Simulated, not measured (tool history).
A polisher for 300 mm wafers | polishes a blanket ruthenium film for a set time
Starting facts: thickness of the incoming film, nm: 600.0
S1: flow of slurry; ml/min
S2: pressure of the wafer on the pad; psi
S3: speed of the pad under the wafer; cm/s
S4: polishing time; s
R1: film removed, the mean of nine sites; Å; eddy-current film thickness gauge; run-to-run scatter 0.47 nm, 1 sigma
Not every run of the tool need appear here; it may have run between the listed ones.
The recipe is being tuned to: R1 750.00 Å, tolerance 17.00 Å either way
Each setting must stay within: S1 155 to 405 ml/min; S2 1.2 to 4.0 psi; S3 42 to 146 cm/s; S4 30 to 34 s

run	hour	S1	S2	S3	S4	R1
1	0.0	260	2.6	94	34	447.69
2	6.9	300	2.6	94	34	459.69
3	12.8	300	2.6	94	34	460.29
4	17.4	300	2.6	116	34	563.39
5	19.5	315	2.8	116	34	609.48
6	22.1	325	3.0	116	34	637.46
7	27.8	325	3.2	116	34	690.22
8	33.0	325	3.3	116	34	705.93
9	39.6	325	3.4	116	34	716.82
10	47.0	330	3.4	116	34	717.70
# hour 52.8: slurry nozzle cleaned
11	52.8	330	3.5	116	34	785.79

Consider the 5 candidate settings below. Which is the only one whose results all fall within their allowed miss of target?
A	58.6	325	3.7	114	33	?
B	58.6	325	3.5	116	34	?
C	58.6	345	3.8	110	34	?
D	58.6	390	3.6	118	34	?
E	58.6	405	3.3	116	34	?

move	R1
A	783.17
B	781.42
C	801.99
D	826.37
E	754.90
A: an improvement on the last run, though not all results are within tolerance
B: an improvement on the last run, though not all results are within tolerance
C: further off than the last run
D: further off than the last run
E: meets every target
Correct choice: E, which meets every target

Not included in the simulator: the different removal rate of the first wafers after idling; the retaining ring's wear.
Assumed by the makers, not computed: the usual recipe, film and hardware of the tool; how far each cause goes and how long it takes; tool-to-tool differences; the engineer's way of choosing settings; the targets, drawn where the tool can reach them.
